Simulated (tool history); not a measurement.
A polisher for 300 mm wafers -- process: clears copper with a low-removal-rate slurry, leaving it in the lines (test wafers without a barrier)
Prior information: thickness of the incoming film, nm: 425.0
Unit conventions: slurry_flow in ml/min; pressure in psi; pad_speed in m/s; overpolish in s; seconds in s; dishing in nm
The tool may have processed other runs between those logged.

{"run": 1, "hour": 0.0, "slurry_flow": 250, "pressure": 2.3, "pad_speed": 1.28, "slurry_solids": 1.0, "overpolish": 19, "seconds": 148.75, "dishing": 24.865}
{"run": 2, "hour": 3.5, "slurry_flow": 250, "pressure": 2.3, "pad_speed": 1.28, "slurry_solids": 1.2, "overpolish": 19, "seconds": 145.9, "dishing": 25.658}
{"run": 3, "hour": 6.4, "slurry_flow": 250, "pressure": 2.5, "pad_speed": 1.28, "slurry_solids": 1.2, "overpolish": 19, "seconds": 133.86, "dishing": 26.874}
{"run": 4, "hour": 12.2, "slurry_flow": 285, "pressure": 2.5, "pad_speed": 1.28, "slurry_solids": 1.2, "overpolish": 19, "seconds": 130.42, "dishing": 27.495}
{"run": 5, "hour": 17.0, "slurry_flow": 285, "pressure": 2.4, "pad_speed": 1.28, "slurry_solids": 1.2, "overpolish": 19, "seconds": 137.0, "dishing": 26.487}
{"run": 6, "hour": 24.2, "slurry_flow": 285, "pressure": 1.9, "pad_speed": 1.28, "slurry_solids": 1.2, "overpolish": 19, "seconds": 172.9, "dishing": 23.301}
{"hour": 25.8, "done": "slurry nozzle cleaned"}
{"run": 7, "hour": 25.8, "slurry_flow": 285, "pressure": 1.9, "pad_speed": 1.28, "slurry_solids": 1.2, "overpolish": 19, "seconds": 162.7, "dishing": 23.346}

What does the tool deliver on the next run?
{"run": 8, "hour": 29.7, "slurry_flow": 285, "pressure": 1.8, "pad_speed": 1.28, "slurry_solids": 1.2, "overpolish": 20, "seconds": "?", "dishing": "?"}

seconds: 174.74 s
dishing: 23.707 nm
